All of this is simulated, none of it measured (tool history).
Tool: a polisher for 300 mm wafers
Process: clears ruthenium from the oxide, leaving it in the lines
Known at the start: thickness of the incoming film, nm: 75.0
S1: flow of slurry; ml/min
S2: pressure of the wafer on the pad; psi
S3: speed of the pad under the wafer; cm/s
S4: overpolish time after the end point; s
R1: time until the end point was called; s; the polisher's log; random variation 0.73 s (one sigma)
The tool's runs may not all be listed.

run    day   S1   S2   S3  S4      R1
  1      0  150  1.7  104  40  71.826
  2  0.288  150  1.9  106  40  62.463
  3  0.558  150    2  108  40  57.087
  4  0.675  150    2  108  43  57.985
  5  0.796  150  2.1  108  43  55.601
  6  1.162  150  2.2  110  43  52.714

Estimate the outcome of run 7 from the log above:
     1.421  -- worn pad replaced by a new one
  7  1.421  150  2.3  112  43   ?

{"run 7": {"R1": 43.357}}

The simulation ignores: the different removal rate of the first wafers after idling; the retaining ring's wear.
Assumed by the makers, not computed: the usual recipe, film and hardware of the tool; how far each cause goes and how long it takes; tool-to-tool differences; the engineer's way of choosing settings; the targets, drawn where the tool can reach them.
